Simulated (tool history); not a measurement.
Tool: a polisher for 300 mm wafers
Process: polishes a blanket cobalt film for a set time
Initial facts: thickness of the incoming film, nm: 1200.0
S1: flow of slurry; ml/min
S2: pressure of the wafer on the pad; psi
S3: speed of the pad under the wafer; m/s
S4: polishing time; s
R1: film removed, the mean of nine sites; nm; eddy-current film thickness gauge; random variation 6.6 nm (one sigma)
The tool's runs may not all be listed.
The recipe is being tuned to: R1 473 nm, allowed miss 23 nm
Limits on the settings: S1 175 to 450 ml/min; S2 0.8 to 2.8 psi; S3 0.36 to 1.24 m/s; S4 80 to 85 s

{"run": 1, "day": 0.0, "S1": 290, "S2": 1.8, "S3": 0.8, "S4": 80, "R1": 253.22}
{"run": 2, "day": 0.267, "S1": 290, "S2": 1.6, "S3": 0.8, "S4": 80, "R1": 235.37}
{"run": 3, "day": 0.592, "S1": 290, "S2": 1.6, "S3": 0.8, "S4": 80, "R1": 229.11}
{"run": 4, "day": 0.867, "S1": 290, "S2": 1.6, "S3": 0.8, "S4": 85, "R1": 236.95}
{"run": 5, "day": 1.025, "S1": 290, "S2": 1.6, "S3": 0.8, "S4": 85, "R1": 243.11}
{"run": 6, "day": 1.112, "S1": 290, "S2": 1.6, "S3": 0.8, "S4": 80, "R1": 232.38}
{"run": 7, "day": 1.142, "S1": 290, "S2": 1.9, "S3": 0.84, "S4": 80, "R1": 282.95}
{"run": 8, "day": 1.454, "S1": 290, "S2": 2.2, "S3": 0.86, "S4": 80, "R1": 334.12}
{"run": 9, "day": 1.592, "S1": 290, "S2": 2.4, "S3": 0.88, "S4": 80, "R1": 366.13}
{"run": 10, "day": 1.833, "S1": 290, "S2": 2.5, "S3": 0.9, "S4": 80, "R1": 396.32}
{"run": 11, "day": 2.175, "S1": 290, "S2": 2.6, "S3": 0.92, "S4": 80, "R1": 433.17}
{"run": 12, "day": 2.383, "S1": 290, "S2": 2.7, "S3": 0.92, "S4": 80, "R1": 443.52}

Which one of the following 5 next-run settings gets every result inside its allowed miss? There is exactly one.
{"run": "A", "day": 2.592, "S1": 265, "S2": 2.8, "S3": 0.86, "S4": 82, "R1": "?"}
{"run": "B", "day": 2.592, "S1": 285, "S2": 2.5, "S3": 0.92, "S4": 80, "R1": "?"}
{"run": "C", "day": 2.592, "S1": 335, "S2": 2.5, "S3": 1.02, "S4": 83, "R1": "?"}
{"run": "D", "day": 2.592, "S1": 255, "S2": 2.7, "S3": 0.9, "S4": 82, "R1": "?"}
{"run": "E", "day": 2.592, "S1": 230, "S2": 2.5, "S3": 0.96, "S4": 83, "R1": "?"}

move=A R1=422.96
move=B R1=397.46
move=C R1=463.05
move=D R1=424.71
move=E R1=419.08
A: the biggest miss grows against the last run
B: the biggest miss grows against the last run
C: in spec on every target
D: the biggest miss grows against the last run
E: the biggest miss grows against the last run
The move that meets every target is C.

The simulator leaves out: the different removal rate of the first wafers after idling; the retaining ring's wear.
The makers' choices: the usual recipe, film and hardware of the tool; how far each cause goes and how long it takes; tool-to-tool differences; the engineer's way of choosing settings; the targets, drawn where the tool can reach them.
